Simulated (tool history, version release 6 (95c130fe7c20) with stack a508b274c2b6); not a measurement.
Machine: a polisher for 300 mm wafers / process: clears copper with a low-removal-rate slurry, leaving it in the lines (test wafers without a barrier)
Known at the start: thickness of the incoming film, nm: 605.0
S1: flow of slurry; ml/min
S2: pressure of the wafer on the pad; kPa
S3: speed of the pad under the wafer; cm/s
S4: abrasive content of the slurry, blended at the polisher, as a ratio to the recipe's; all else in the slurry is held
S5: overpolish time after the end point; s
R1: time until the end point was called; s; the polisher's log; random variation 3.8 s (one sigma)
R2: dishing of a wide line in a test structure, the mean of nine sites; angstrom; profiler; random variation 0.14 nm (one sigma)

run,hour,S1,S2,S3,S4,S5,R1,R2
1,0.0,305,24.1,114,1.00,14,186.33,161.730
2,7.1,305,24.1,114,1.00,11,184.82,147.110
3,12.6,310,22.1,120,1.00,10,186.48,138.910
4,13.4,310,22.1,120,1.15,10,186.59,135.310
5,22.2,340,20.0,124,1.20,9,202.19,128.060
6,25.0,340,20.0,124,1.05,9,210.42,124.290
7,26.9,365,18.6,134,1.10,8,200.93,117.980
8,30.6,385,17.2,142,1.05,7,214.65,107.060
9,37.1,400,16.5,148,1.00,6,215.34,95.195
10,38.0,415,16.5,152,0.95,6,214.51,97.082
11,41.7,425,16.5,156,0.85,6,202.92,99.570
12,44.5,435,15.9,160,0.95,6,207.85,98.150

Forecast run 13:
13,52.3,475,12.4,178,1.20,4,?,?

{"run 13": {"R1": 226.78, "R2": 66.717}}
